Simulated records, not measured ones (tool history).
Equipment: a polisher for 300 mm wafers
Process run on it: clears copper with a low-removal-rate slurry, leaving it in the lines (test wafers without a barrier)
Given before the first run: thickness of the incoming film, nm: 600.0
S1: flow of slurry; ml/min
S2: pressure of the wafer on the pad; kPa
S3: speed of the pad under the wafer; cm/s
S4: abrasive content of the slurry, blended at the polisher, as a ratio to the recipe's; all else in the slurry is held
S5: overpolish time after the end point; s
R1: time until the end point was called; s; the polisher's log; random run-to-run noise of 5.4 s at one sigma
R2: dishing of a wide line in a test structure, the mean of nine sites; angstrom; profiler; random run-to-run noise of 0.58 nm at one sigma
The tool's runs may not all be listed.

run	day	S1	S2	S3	S4	S5	R1	R2
1	0	145	21.4	112	1	23	177.28	423.07
2	0.075	145	21.4	112	0.9	23	180.28	406.12
3	0.154	145	20	112	0.9	22	192.76	382.2
4	0.179	145	18.6	112	0.9	21	206.93	354.72
5	0.471	145	17.9	112	0.9	20	223.37	327.68
6	0.662	145	17.9	112	0.9	28	221.49	426.67
7	0.712	145	17.2	112	0.9	26	218.28	390.35
8	1.021	145	16.5	112	0.9	25	230.58	353.19
9	1.367	145	15.9	112	0.9	24	249.53	349.71
10	1.742	145	15.9	112	0.9	23	245.01	345.89
11	2.071	145	15.9	112	0.9	22	243.02	331.5

What will run 12 give?
12	2.438	145	15.2	112	0.9	21	?	?

{"run 12": {"R1": 252.87, "R2": 302.79}}

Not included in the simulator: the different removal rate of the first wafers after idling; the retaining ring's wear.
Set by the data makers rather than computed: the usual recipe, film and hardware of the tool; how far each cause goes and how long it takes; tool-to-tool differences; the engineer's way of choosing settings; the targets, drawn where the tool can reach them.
